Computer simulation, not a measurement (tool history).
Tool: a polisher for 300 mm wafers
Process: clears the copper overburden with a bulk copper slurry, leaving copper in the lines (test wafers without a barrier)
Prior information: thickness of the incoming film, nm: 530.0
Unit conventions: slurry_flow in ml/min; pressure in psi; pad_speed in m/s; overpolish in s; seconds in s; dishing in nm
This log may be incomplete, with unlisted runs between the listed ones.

run,hour,slurry_flow,pressure,pad_speed,slurry_solids,overpolish,seconds,dishing
1,0,285,2.2,1.02,1,20,91.575,71.328
2,1.4,220,2.2,1.02,1,20,92.517,69.475
3,10.4,220,2.6,1.02,1,20,80.414,78.811
4,16.7,220,2.3,1.02,1,20,89.587,70.664
5,18.4,220,2.3,1.02,1.15,20,86.549,73.254
6,19.5,210,2.4,1.06,1.1,17,80.508,67.495
7,25.9,210,2.5,1.08,1.1,15,76.155,64.985
8,30.9,205,2.6,1.1,1.1,13,72.055,61.623
9,38.6,235,3.2,1.14,1.1,6,56.912,39.616
10,47.2,225,3.1,1.16,1.1,7,57.655,46.114
11,54.7,220,3.1,1.16,1.1,7,57.562,44.934
12,60.1,215,3.1,1.16,1.1,7,56.773,45.044
13,68.3,210,3.1,1.18,1.1,8,56.366,50.613
14,71.7,205,3.1,1.18,1.1,8,57.069,51.121
15,79.9,200,3.1,1.18,1.1,8,56.311,50.603
16,86.5,195,3.1,1.18,1.1,8,57.622,50.631
17,94,195,3.1,1.18,1.1,8,56.801,50.612
18,96.3,190,3.1,1.18,1.1,8,58.038,49.937
19,104.2,200,3.2,1.18,1.1,11,55.464,67.918
20,110.9,215,3.2,1.18,1.1,11,54.822,67.128

Run 21, settings as shown, results not yet in. Your forecast:
21,119.9,230,3.2,1.18,1.1,11,?,?

{"run 21": {"seconds": 55.091, "dishing": 68.822}}

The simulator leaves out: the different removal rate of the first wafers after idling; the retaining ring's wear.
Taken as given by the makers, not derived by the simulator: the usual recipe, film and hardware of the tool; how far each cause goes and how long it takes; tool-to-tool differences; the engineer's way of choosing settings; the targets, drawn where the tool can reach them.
